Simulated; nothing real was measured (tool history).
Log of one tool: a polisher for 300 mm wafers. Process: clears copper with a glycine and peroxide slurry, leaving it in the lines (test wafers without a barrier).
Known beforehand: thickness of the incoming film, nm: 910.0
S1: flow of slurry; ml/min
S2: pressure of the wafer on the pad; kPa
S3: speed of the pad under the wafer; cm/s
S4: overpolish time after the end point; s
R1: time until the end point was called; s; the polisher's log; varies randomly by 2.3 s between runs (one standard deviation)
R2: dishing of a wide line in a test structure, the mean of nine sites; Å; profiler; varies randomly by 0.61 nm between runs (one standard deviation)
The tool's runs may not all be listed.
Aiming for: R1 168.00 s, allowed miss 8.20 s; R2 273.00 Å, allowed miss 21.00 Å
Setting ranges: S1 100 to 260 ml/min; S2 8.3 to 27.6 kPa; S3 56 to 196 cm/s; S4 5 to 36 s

run	day	S1	S2	S3	S4	R1	R2
1	0.000	165	17.9	126	18	126.49	665.38
2	0.304	165	17.9	126	12	126.55	485.77
3	0.429	165	17.9	138	12	118.67	500.33
4	0.738	165	15.9	138	10	124.66	435.95
5	0.921	165	15.9	122	10	136.72	386.97
6	1.258	165	14.5	120	10	148.74	373.63
7	1.504	165	13.8	120	9	146.57	331.07
# day 1.612: worn pad replaced by a new one
8	1.612	165	13.1	120	9	139.31	342.04

Which single option among these 5 for the next run brings every result within its allowed miss of target? Just one does.
A	1.721	135	11.7	98	14	?	?
B	1.721	165	13.1	98	8	?	?
C	1.721	185	11.7	110	12	?	?
D	1.721	170	15.9	98	13	?	?
E	1.721	200	13.8	104	14	?	?

move	R1	R2
A	180.40	412.30
B	165.61	276.66
C	156.13	407.48
D	151.09	450.07
E	150.21	476.80
A: takes the biggest miss from the last run beyond its target
B: every result within its allowed miss
C: misses by more than the last run did
D: misses by more than the last run did
E: misses by more than the last run did
The right move is B.
